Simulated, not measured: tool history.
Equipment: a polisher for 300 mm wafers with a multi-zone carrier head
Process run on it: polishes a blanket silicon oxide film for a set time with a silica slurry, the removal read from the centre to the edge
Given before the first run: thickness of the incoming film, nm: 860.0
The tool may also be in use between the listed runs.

run  hour  flow of slurry (ml/min)  pressure of the head's centre zone  pressure of the head's middle zone  pressure of the head's edge zone  abrasive content of the slurry  polishing time (s)  film removed at the wafer's centre (Å)  film removed at mid-radius (Å)  film removed at the wafer's edge (Å)
  1     0                      155                                   1                                   1                                 1                               1                  52                                  1227.9                          1293.4                                1239.7
  2   1.5                      125                                   1                                   1                                 1                               1                  52                                  1152.2                          1235.5                                  1193
  3   8.8                      120                                1.02                                0.95                              0.95                            0.85                  43                                  862.99                          848.97                                862.95
  4  16.1                      120                                1.02                                0.95                              0.95                            0.85                  50                                  991.81                          994.04                                991.79
  5  22.7                      120                                1.02                                0.95                              0.95                            0.75                  50                                  874.34                          885.58                                881.81
  6  26.3                      120                                0.97                                0.95                              0.95                            0.75                  50                                  838.76                          878.24                                871.27
  7  29.4                      120                                1.06                                0.85                              0.85                             0.5                  36                                  352.67                          311.93                                328.12
  8    38                      130                                1.09                                0.89                              0.92                             0.5                  35                                  360.23                          323.42                                336.32
  9    46                      150                                1.12                                0.93                                 1                            0.55                  35                                  479.76                          411.31                                429.81
 10  54.6                      150                                1.12                                0.93                                 1                            0.55                  35                                  468.71                          420.69                                430.72
 11  57.7                      150                                1.13                                0.94                              1.04                            0.55                  35                                  472.44                          425.75                                431.81
 12  66.7                      175                                1.11                                0.94                              1.04                            0.55                  35                                   476.6                          432.18                                442.08
 13  71.3                      175                                1.13                                0.95                              1.09                            0.55                  35                                  499.77                           434.7                                 448.1
 14  75.8                      175                                1.12                                0.96                              1.12                            0.55                  35                                  480.53                          440.25                                455.56
 15  79.3                      185                                1.13                                0.97                              1.14                            0.55                  35                                  498.71                           446.5                                465.12

What does the tool deliver on the next run?
 16  87.1                      195                                1.13                                0.98                              1.16                            0.55                  35                                       ?                               ?                                     ?

Run 16 measured film removed at the wafer's centre (Å) 498.96, film removed at mid-radius (Å) 457.35, film removed at the wafer's edge (Å) 466.43.

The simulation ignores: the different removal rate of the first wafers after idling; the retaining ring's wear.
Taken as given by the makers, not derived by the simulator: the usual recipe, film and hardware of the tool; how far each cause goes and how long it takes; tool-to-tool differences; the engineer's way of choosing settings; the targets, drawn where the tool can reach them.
